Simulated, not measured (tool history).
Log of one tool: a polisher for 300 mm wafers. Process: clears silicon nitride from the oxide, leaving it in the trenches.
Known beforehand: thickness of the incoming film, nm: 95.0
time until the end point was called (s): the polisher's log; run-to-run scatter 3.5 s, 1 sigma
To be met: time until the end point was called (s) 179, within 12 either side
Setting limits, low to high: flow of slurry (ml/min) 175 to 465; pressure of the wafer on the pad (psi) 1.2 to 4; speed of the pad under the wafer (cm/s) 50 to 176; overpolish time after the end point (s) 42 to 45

| run | hour | flow of slurry (ml/min) | pressure of the wafer on the pad (psi) | speed of the pad under the wafer (cm/s) | overpolish time after the end point (s) | time until the end point was called (s) |
|---|---|---|---|---|---|---|
| 1 | 0 | 295 | 2.6 | 112 | 42 | 114.51 |
| 2 | 5.8 | 295 | 2.5 | 112 | 42 | 120.01 |
| 3 | 12.8 | 295 | 2.4 | 112 | 42 | 121.69 |
| 4 | 19.8 | 295 | 2.4 | 126 | 42 | 111.3 |
| 5 | 22.6 | 295 | 2.4 | 104 | 42 | 128.81 |
| 6 | 28.2 | 295 | 2.3 | 104 | 42 | 131.56 |
| 7 | 32.6 | 295 | 2.2 | 102 | 42 | 141.83 |
| 8 | 39 | 295 | 2.1 | 102 | 42 | 144.44 |
| 9 | 47.9 | 295 | 2 | 102 | 42 | 146.82 |
| 10 | 51.3 | 295 | 1.9 | 102 | 42 | 155.48 |

Which of these 5 next moves meets every target?
| A | 54.7 | 300 | 2.1 | 106 | 43 | ? |
| B | 54.7 | 320 | 2 | 116 | 45 | ? |
| C | 54.7 | 270 | 2.2 | 114 | 42 | ? |
| D | 54.7 | 265 | 2.1 | 114 | 45 | ? |
| E | 54.7 | 190 | 2.3 | 78 | 43 | ? |

| move | time until the end point was called (s) |
|---|---|
| A | 140.64 |
| B | 133.83 |
| C | 128.89 |
| D | 133.28 |
| E | 177.39 |
A: misses by more than the last run did
B: misses by more than the last run did
C: misses by more than the last run did
D: misses by more than the last run did
E: in spec on every target
The right move is E.
